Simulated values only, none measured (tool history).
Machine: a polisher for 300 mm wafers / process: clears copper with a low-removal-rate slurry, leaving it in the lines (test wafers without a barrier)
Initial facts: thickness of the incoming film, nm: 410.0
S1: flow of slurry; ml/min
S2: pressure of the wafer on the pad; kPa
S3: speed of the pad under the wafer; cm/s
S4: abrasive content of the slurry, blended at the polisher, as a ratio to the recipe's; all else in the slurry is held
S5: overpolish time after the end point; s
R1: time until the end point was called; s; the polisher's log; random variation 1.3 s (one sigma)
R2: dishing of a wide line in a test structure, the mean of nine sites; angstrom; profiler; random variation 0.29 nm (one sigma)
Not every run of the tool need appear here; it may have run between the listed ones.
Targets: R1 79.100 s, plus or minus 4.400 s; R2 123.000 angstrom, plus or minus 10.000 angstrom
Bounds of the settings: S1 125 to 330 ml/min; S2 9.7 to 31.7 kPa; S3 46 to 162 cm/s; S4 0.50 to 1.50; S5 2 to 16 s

| run | day | S1 | S2 | S3 | S4 | S5 | R1 | R2 |
|---|---|---|---|---|---|---|---|---|
| 1 | 0.000 | 210 | 20.7 | 104 | 1.00 | 8 | 107.330 | 239.710 |
| 2 | 0.167 | 210 | 21.4 | 106 | 1.00 | 6 | 102.060 | 189.170 |
| 3 | 0.450 | 210 | 22.8 | 106 | 1.00 | 5 | 96.521 | 173.130 |
| 4 | 0.512 | 210 | 22.8 | 106 | 1.20 | 5 | 90.630 | 175.020 |
| 5 | 0.688 | 210 | 19.3 | 106 | 1.20 | 5 | 109.740 | 151.820 |
| 6 | 0.896 | 210 | 20.7 | 106 | 1.30 | 4 | 98.976 | 131.870 |
| 7 | 1.183 | 215 | 21.4 | 106 | 1.30 | 4 | 92.801 | 145.450 |
| 8 | 1.512 | 155 | 23.4 | 122 | 1.30 | 2 | 78.616 | 84.495 |
| 9 | 1.854 | 170 | 23.4 | 122 | 1.30 | 2 | 77.590 | 82.546 |
| 10 | 2.138 | 170 | 23.4 | 122 | 1.30 | 2 | 76.227 | 85.115 |
| 11 | 2.258 | 170 | 22.8 | 122 | 1.30 | 6 | 79.530 | 239.530 |
| 12 | 2.529 | 175 | 22.8 | 122 | 1.20 | 5 | 81.524 | 194.300 |
| 13 | 2.808 | 170 | 23.4 | 120 | 1.20 | 5 | 81.538 | 197.590 |
| 14 | 3.183 | 175 | 23.4 | 122 | 1.20 | 5 | 80.144 | 208.060 |
| 15 | 3.358 | 170 | 23.4 | 120 | 1.25 | 5 | 79.841 | 202.430 |
| 16 | 3.450 | 175 | 23.4 | 122 | 1.20 | 5 | 77.848 | 198.110 |
| 17 | 3.742 | 170 | 23.4 | 122 | 1.15 | 4 | 79.454 | 161.550 |
| 18 | 3.929 | 165 | 24.1 | 122 | 1.05 | 2 | 80.760 | 80.611 |
| 19 | 3.954 | 175 | 24.1 | 122 | 1.05 | 2 | 80.104 | 77.228 |
| 20 | 4.062 | 180 | 24.1 | 120 | 1.10 | 2 | 78.176 | 77.906 |
| 21 | 4.279 | 180 | 24.1 | 120 | 1.15 | 2 | 79.192 | 84.168 |
| 22 | 4.479 | 185 | 24.1 | 120 | 1.20 | 2 | 77.509 | 85.528 |
| 23 | 4.742 | 190 | 24.1 | 120 | 1.25 | 2 | 76.980 | 85.568 |

Which of these 4 next moves meets every target?
| A | 5.004 | 275 | 26.2 | 122 | 1.15 | 3 | ? | ? |
| B | 5.004 | 255 | 22.8 | 130 | 1.40 | 2 | ? | ? |
| C | 5.004 | 150 | 22.8 | 126 | 1.25 | 3 | ? | ? |
| D | 5.004 | 195 | 22.8 | 122 | 1.25 | 4 | ? | ? |

| move | R1 | R2 |
|---|---|---|
| A | 69.217 | 139.190 |
| B | 70.370 | 92.247 |
| C | 79.757 | 121.150 |
| D | 79.661 | 160.040 |
A: pushes the last run's worst result past its target
B: nearer than the last run, and not there yet
C: all results in spec
D: pushes the last run's worst result past its target
Answer: C
